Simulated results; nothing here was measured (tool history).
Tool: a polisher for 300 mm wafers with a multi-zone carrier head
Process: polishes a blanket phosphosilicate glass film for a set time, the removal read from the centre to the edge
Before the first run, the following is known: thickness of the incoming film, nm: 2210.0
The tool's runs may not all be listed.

run,hour,flow of slurry (ml/min),pressure of the head's centre zone,pressure of the head's middle zone,pressure of the head's edge zone,abrasive content of the slurry,polishing time (s),film removed at the wafer's centre (nm),film removed at mid-radius (nm),film removed at the wafer's edge (nm)
1,0,225,1,1,1,1,47,390.96,388.78,390.17
2,8.6,235,1.01,1.03,1.04,1.05,47,407.31,405.97,410.75
3,10,245,1.02,1.07,1.06,1.1,47,420.5,421.34,412.3
4,14.7,245,1.02,1.01,1.06,1.1,47,424.57,411.31,421.42
5,23.4,255,1.01,1.04,1.08,1.15,47,430.88,430.45,423.03
6,25.4,245,1,1.04,1.09,1.25,47,435.28,442.94,438.03
7,27.3,250,0.99,1.04,1.11,1.3,47,438.34,456.73,458.84
8,30.4,260,0.99,1.05,1.12,1.35,47,457.82,466.37,463.18
9,32.6,260,0.98,1.06,1.13,1.4,47,459.83,474.27,472.7
10,39.5,265,0.98,1.07,1.14,1.4,47,451.84,466.27,472.28
11,40.7,260,0.98,1.08,1.13,1.4,47,457.59,484.71,466.47
12,46.9,260,0.98,1.08,1.14,1.4,47,447.35,484.27,467.98

The next listed run, before its measurement:
13,47.7,265,0.98,1.08,1.15,1.4,47,?,?,?

Run 13 gave film removed at the wafer's centre (nm) 455.11, film removed at mid-radius (nm) 467.06, film removed at the wafer's edge (nm) 473.19.
